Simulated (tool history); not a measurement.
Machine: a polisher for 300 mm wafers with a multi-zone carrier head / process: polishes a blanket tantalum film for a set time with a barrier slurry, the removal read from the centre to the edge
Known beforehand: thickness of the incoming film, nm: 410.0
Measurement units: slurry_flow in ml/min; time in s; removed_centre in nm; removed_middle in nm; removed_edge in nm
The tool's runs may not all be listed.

| run | day | slurry_flow | centre_zone | middle_zone | edge_zone | slurry_solids | time | removed_centre | removed_middle | removed_edge |
|---|---|---|---|---|---|---|---|---|---|---|
| 1 | 0.000 | 280 | 1.00 | 1.00 | 1.00 | 1.0 | 71 | 125.40 | 128.92 | 132.64 |
| 2 | 0.162 | 280 | 1.04 | 1.00 | 1.00 | 1.0 | 71 | 132.55 | 128.91 | 133.45 |
| 3 | 0.358 | 280 | 1.11 | 1.00 | 1.00 | 1.0 | 71 | 139.32 | 128.21 | 129.39 |
| 4 | 0.533 | 280 | 1.11 | 1.00 | 1.00 | 1.0 | 63 | 125.47 | 113.74 | 113.81 |
| 5 | 0.829 | 280 | 1.17 | 1.00 | 1.00 | 1.0 | 63 | 129.62 | 113.31 | 118.23 |
| 6 | 0.992 | 280 | 1.17 | 0.94 | 1.00 | 1.0 | 63 | 131.71 | 107.41 | 118.10 |

Predict the results of run 7:
|  | 1.267 | edge zone pressure recalibrated |
| 7 | 1.267 | 275 | 1.14 | 0.96 | 0.99 | 1.0 | 63 | ? | ? | ? |

removed_centre: 127.17 nm
removed_middle: 110.01 nm
removed_edge: 108.39 nm

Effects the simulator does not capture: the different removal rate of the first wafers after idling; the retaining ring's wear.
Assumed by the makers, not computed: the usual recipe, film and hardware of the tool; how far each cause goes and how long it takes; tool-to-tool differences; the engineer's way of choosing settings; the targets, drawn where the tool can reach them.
